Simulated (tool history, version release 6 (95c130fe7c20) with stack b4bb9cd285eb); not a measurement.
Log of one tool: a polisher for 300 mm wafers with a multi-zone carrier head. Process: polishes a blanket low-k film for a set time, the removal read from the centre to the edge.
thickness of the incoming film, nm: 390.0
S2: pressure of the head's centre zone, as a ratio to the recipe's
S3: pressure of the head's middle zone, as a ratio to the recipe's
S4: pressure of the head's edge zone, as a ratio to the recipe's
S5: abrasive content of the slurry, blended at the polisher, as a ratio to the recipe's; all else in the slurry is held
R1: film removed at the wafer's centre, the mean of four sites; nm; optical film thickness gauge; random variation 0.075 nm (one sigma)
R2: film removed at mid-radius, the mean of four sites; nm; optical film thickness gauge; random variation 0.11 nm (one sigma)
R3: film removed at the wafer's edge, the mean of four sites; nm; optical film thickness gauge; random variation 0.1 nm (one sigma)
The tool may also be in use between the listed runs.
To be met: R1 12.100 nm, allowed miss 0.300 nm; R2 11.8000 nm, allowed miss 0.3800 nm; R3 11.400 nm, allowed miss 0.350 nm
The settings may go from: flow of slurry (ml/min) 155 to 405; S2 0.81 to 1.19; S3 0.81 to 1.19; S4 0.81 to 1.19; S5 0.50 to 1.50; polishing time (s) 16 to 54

run 1 day=0.000 | flow_of_slurry_(ml/min)=260 S2=1.00 S3=1.00 S4=1.00 S5=1.00 polishing_time_(s)=35 | R1=13.600 R2=13.5070 R3=13.974
run 2 day=0.325 | flow_of_slurry_(ml/min)=195 S2=1.00 S3=1.00 S4=1.00 S5=1.00 polishing_time_(s)=35 | R1=13.122 R2=12.9460 R3=13.477
run 3 day=0.508 | flow_of_slurry_(ml/min)=195 S2=1.00 S3=1.00 S4=1.00 S5=1.00 polishing_time_(s)=27 | R1=10.125 R2=10.1550 R3=10.258
run 4 day=0.692 | flow_of_slurry_(ml/min)=220 S2=1.02 S3=1.01 S4=1.01 S5=1.00 polishing_time_(s)=27 | R1=10.489 R2=10.5940 R3=10.479
run 5 day=0.812 | flow_of_slurry_(ml/min)=245 S2=1.03 S3=1.01 S4=1.02 S5=1.00 polishing_time_(s)=27 | R1=10.849 R2=10.4910 R3=10.769
run 6 day=1.162 | flow_of_slurry_(ml/min)=305 S2=1.03 S3=1.01 S4=1.02 S5=1.00 polishing_time_(s)=27 | R1=11.006 R2=10.6930 R3=10.724
run 7 day=1.242 | flow_of_slurry_(ml/min)=310 S2=1.04 S3=1.03 S4=1.03 S5=1.00 polishing_time_(s)=27 | R1=11.229 R2=11.2610 R3=10.904
run 8 day=1.367 | flow_of_slurry_(ml/min)=375 S2=1.09 S3=1.03 S4=1.07 S5=1.00 polishing_time_(s)=27 | R1=11.735 R2=11.4000 R3=11.247
run 9 day=1.475 | flow_of_slurry_(ml/min)=375 S2=1.10 S3=1.03 S4=1.07 S5=1.00 polishing_time_(s)=27 | R1=11.953 R2=11.2070 R3=11.204
run 10 day=1.708 | flow_of_slurry_(ml/min)=375 S2=1.10 S3=1.04 S4=1.07 S5=1.00 polishing_time_(s)=27 | R1=11.737 R2=11.1910 R3=11.261
run 11 day=1.992 | flow_of_slurry_(ml/min)=380 S2=1.10 S3=1.05 S4=1.06 S5=1.00 polishing_time_(s)=27 | R1=11.780 R2=11.2320 R3=11.013

4 next moves are on the table. One of them brings every result within its allowed miss. Which?
run A day=2.275 | flow_of_slurry_(ml/min)=405 S2=1.10 S3=1.02 S4=1.01 S5=1.00 polishing_time_(s)=26 | R1=? R2=? R3=?
run B day=2.275 | flow_of_slurry_(ml/min)=315 S2=1.11 S3=0.95 S4=1.19 S5=1.05 polishing_time_(s)=26 | R1=? R2=? R3=?
run C day=2.275 | flow_of_slurry_(ml/min)=400 S2=1.03 S3=1.02 S4=0.97 S5=0.75 polishing_time_(s)=32 | R1=? R2=? R3=?
run D day=2.275 | flow_of_slurry_(ml/min)=395 S2=1.03 S3=1.06 S4=1.05 S5=1.15 polishing_time_(s)=26 | R1=? R2=? R3=?

move=A R1=11.469 R2=10.6330 R3=10.586
move=B R1=11.463 R2=9.9708 R3=11.519
move=C R1=12.115 R2=11.7580 R3=11.480
move=D R1=11.495 R2=11.5240 R3=11.314
A: further off than the last run
B: further off than the last run
C: meets every target
D: brings the result that was furthest off to its target, and leaves another outside
Move C is the one to make.
